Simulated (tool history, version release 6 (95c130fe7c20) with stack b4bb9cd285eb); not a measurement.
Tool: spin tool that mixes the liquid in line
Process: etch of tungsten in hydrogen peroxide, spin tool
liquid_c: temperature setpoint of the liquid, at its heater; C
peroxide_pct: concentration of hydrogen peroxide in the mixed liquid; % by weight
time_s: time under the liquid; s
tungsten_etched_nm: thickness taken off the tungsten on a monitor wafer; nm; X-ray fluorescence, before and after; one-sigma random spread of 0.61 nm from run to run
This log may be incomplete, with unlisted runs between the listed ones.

run    day  liquid_c  peroxide_pct  time_s  tungsten_etched_nm
  1  0.000      48.0            16      50             104.660
  2  0.296      47.0            16      50              97.024
  3  0.458      47.0            16      50              96.524
  4  0.804      47.0            16      50              97.686
  5  0.979      46.5            16      50              95.427
  6  1.304      46.0            16      50              93.127
  7  1.504      45.5            16      50              87.704

The next listed run, before its measurement:
  8  1.654      45.0            16      50                   ?

{"run 8": {"tungsten_etched_nm": 86.072}}
